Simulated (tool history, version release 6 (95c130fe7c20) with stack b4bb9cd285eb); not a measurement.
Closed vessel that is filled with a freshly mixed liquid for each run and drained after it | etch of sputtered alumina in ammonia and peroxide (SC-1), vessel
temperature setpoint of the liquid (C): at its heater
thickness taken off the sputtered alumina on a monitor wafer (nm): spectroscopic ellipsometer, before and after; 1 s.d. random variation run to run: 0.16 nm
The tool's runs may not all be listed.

| run | day | temperature setpoint of the liquid (C) | parts of 29 % ammonia solution to one part of 30 % peroxide (parts by volume) | time in the liquid (s) | thickness taken off the sputtered alumina on a monitor wafer (nm) |
|---|---|---|---|---|---|
| 1 | 0 | 49 | 0.6 | 280 | 14.43 |
| 2 | 0.308 | 49 | 0.6 | 280 | 14.161 |
| 3 | 0.408 | 50 | 0.6 | 280 | 14.847 |
| 4 | 0.704 | 43 | 0.6 | 280 | 9.9896 |
| 5 | 0.954 | 43 | 0.75 | 280 | 10.245 |
| 6 | 1.325 | 40.5 | 0.75 | 280 | 8.8528 |
| 7 | 1.667 | 40.5 | 0.75 | 280 | 8.8515 |
| 8 | 1.846 | 40.5 | 0.75 | 280 | 8.7669 |
| 9 | 2.067 | 43 | 0.75 | 280 | 10.142 |
| 10 | 2.388 | 45 | 0.75 | 280 | 11.495 |

Predict the results of run 11:
| 11 | 2.683 | 46.5 | 0.75 | 280 | ? |

Run 11 yielded thickness taken off the sputtered alumina on a monitor wafer (nm) 12.647.
